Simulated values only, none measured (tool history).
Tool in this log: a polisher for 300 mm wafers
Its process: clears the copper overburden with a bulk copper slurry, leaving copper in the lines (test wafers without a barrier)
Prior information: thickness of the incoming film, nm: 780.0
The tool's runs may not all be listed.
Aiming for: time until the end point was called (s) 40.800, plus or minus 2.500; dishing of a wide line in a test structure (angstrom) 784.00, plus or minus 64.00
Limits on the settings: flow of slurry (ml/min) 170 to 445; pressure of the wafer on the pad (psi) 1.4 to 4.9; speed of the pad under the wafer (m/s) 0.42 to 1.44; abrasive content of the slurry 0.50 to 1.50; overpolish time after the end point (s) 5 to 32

run	hour	flow of slurry (ml/min)	pressure of the wafer on the pad (psi)	speed of the pad under the wafer (m/s)	abrasive content of the slurry	overpolish time after the end point (s)	time until the end point was called (s)	dishing of a wide line in a test structure (angstrom)
1	0.0	285	3.1	0.92	1.00	16	92.633	623.12
2	3.8	285	3.1	0.92	1.00	13	93.275	548.46
3	8.1	285	2.8	0.92	1.00	13	96.269	503.05
4	8.8	255	2.8	0.92	1.00	13	101.340	501.56
5	12.9	265	3.2	0.98	1.00	12	86.677	523.82
# hour 21.2: slurry blender recalibrated
6	21.2	265	2.9	0.98	1.00	12	80.969	538.04
7	24.3	265	3.1	1.04	1.00	12	73.534	577.68
8	30.1	265	3.4	1.08	1.00	11	65.793	593.55
9	36.9	265	4.3	1.20	1.00	12	47.343	735.04
10	43.7	265	4.4	1.20	1.00	12	45.210	750.46
11	50.5	265	4.5	1.20	1.00	12	45.131	738.08
12	57.3	265	4.6	1.20	1.00	12	43.001	757.89

Below are 4 possible settings for the next run. Only one of them brings all results inside the allowed miss of their targets. Which is it?
A	64.1	225	4.7	1.06	1.05	16	?	?
B	64.1	280	4.2	1.22	1.25	9	?	?
C	64.1	285	4.7	1.26	1.00	12	?	?
D	64.1	175	4.6	1.18	1.10	25	?	?

move	time until the end point was called (s)	dishing of a wide line in a test structure (angstrom)
A	48.810	773.51
B	44.781	634.98
C	41.408	744.91
D	46.705	845.30
A: lands further from the targets than the last run did
B: lands further from the targets than the last run did
C: in spec on every target
D: lands further from the targets than the last run did
The right move is C.
